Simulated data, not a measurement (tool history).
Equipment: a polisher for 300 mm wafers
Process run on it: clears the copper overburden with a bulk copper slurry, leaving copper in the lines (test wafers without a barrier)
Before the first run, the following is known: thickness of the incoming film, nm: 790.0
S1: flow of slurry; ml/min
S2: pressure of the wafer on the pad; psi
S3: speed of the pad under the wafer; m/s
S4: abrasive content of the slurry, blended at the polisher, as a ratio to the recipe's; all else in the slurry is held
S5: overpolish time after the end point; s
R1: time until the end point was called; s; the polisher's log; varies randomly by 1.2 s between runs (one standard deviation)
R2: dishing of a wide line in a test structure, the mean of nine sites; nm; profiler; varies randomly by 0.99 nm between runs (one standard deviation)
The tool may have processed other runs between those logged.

run  hour   S1   S2    S3   S4  S5       R1      R2
  1   0.0  235  1.7  1.06  1.0  24  155.460  51.135
  2   7.6  235  1.9  1.06  1.0  24  145.550  54.829
  3  11.6  235  2.1  1.14  1.0  23  122.070  57.082
  4  13.5  235  2.3  1.18  1.0  24  109.650  62.837
  5  15.7  235  2.4  1.24  1.0  24  102.740  66.570
  6  20.8  235  2.5  1.30  1.0  24   93.908  68.809
  7  23.9  235  2.6  1.34  1.0  24   86.181  71.346

Estimate the outcome of run 8 from the log above:
  8  30.0  235  2.6  1.36  1.0  24   ?   ?

Run 8 yielded R1 87.045 s, R2 71.041 nm.

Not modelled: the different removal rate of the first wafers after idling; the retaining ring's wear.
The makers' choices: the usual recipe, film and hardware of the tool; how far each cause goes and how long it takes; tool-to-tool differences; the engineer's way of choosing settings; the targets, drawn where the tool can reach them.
